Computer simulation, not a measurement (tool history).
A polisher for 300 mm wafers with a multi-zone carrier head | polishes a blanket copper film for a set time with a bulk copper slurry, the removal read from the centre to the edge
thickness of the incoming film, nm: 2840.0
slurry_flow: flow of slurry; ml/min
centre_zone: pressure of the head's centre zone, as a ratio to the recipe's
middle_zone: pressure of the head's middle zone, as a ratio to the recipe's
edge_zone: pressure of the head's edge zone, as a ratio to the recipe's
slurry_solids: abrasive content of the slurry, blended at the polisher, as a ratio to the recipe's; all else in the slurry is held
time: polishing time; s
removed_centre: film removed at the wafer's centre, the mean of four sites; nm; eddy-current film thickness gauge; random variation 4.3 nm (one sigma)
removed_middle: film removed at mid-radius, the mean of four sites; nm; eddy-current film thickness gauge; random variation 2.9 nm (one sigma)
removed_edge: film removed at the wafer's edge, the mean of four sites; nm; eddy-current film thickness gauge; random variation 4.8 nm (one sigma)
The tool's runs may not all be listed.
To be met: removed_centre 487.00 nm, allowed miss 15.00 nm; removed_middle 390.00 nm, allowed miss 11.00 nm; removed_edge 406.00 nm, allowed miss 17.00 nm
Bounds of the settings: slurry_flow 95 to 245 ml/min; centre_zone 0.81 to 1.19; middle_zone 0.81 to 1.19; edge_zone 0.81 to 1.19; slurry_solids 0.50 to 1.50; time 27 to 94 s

| run | hour | slurry_flow | centre_zone | middle_zone | edge_zone | slurry_solids | time | removed_centre | removed_middle | removed_edge |
|---|---|---|---|---|---|---|---|---|---|---|
| 1 | 0.0 | 155 | 1.00 | 1.00 | 1.00 | 1.00 | 60 | 535.10 | 522.71 | 521.16 |
| 2 | 3.5 | 155 | 1.00 | 1.00 | 0.93 | 1.00 | 60 | 521.03 | 525.02 | 516.63 |
| 3 | 9.1 | 155 | 1.00 | 1.00 | 0.93 | 0.85 | 60 | 508.39 | 498.20 | 478.07 |
| 4 | 13.8 | 155 | 1.00 | 0.96 | 0.93 | 0.85 | 60 | 497.64 | 478.61 | 480.15 |
| 5 | 17.1 | 155 | 1.04 | 0.96 | 0.93 | 0.85 | 60 | 515.90 | 480.08 | 482.97 |
| 6 | 23.4 | 180 | 1.04 | 0.96 | 0.93 | 0.85 | 60 | 531.26 | 491.93 | 487.09 |
| 7 | 24.3 | 175 | 1.06 | 0.93 | 0.91 | 0.75 | 60 | 519.50 | 463.54 | 469.13 |
| 8 | 27.0 | 170 | 1.08 | 0.91 | 0.89 | 0.70 | 60 | 511.13 | 439.67 | 436.80 |
| 9 | 28.5 | 155 | 1.09 | 0.90 | 0.89 | 0.70 | 60 | 514.96 | 430.30 | 436.07 |
| 10 | 31.8 | 145 | 1.09 | 0.89 | 0.88 | 0.70 | 60 | 509.44 | 413.40 | 429.60 |
| 11 | 38.9 | 115 | 1.08 | 0.89 | 0.83 | 0.65 | 60 | 457.43 | 391.37 | 397.70 |
| 12 | 41.5 | 120 | 1.09 | 0.88 | 0.84 | 0.65 | 60 | 472.74 | 386.19 | 400.63 |

Which of these 5 next moves meets every target?
| A | 44.1 | 110 | 1.19 | 0.85 | 0.89 | 0.75 | 56 | ? | ? | ? |
| B | 44.1 | 130 | 1.16 | 0.97 | 0.81 | 0.70 | 54 | ? | ? | ? |
| C | 44.1 | 110 | 1.07 | 0.86 | 0.86 | 0.70 | 59 | ? | ? | ? |
| D | 44.1 | 120 | 1.11 | 0.87 | 0.84 | 0.65 | 61 | ? | ? | ? |
| E | 44.1 | 105 | 1.16 | 0.86 | 0.83 | 0.65 | 60 | ? | ? | ? |

| move | removed_centre | removed_middle | removed_edge |
|---|---|---|---|
| A | 490.02 | 359.04 | 402.57 |
| B | 469.37 | 391.36 | 372.11 |
| C | 453.12 | 372.89 | 407.39 |
| D | 483.74 | 386.24 | 411.08 |
| E | 479.57 | 364.60 | 393.64 |
A: brings the result that was furthest off to its target, and leaves another outside
B: further off than the last run
C: further off than the last run
D: meets every target
E: brings the result that was furthest off to its target, and leaves another outside
Move D is the one to make.
